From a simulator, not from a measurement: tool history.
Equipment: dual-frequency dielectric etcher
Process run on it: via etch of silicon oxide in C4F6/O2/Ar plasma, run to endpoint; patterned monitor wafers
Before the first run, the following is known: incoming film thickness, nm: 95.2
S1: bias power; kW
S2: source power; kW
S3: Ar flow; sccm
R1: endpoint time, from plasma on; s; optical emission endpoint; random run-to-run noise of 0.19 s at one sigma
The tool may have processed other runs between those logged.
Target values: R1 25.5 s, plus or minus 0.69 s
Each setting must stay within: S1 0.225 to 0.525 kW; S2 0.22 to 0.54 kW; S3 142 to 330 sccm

run,hour,S1,S2,S3,R1
1,0,0.375,0.38,236,22.364
2,4.1,0.312,0.38,236,23.35
3,8.1,0.364,0.38,236,22.606
4,14.6,0.338,0.36,239,23.87
5,20.4,0.338,0.36,206,23.39
6,26.6,0.338,0.36,190,22.97
7,29.6,0.316,0.35,192,23.453
8,32.3,0.302,0.33,195,24.086

Which one of the following 4 next-run settings gets every result inside its allowed miss? There is exactly one.
A,35,0.293,0.36,205,?
B,35,0.239,0.29,188,?
C,35,0.33,0.26,177,?
D,35,0.238,0.43,142,?

move,R1
A,23.86
B,26.822
C,25.12
D,23.187
A: moves away from the targets compared with the last run
B: pushes the last run's worst result past its target
C: all results in spec
D: moves away from the targets compared with the last run
Answer: C

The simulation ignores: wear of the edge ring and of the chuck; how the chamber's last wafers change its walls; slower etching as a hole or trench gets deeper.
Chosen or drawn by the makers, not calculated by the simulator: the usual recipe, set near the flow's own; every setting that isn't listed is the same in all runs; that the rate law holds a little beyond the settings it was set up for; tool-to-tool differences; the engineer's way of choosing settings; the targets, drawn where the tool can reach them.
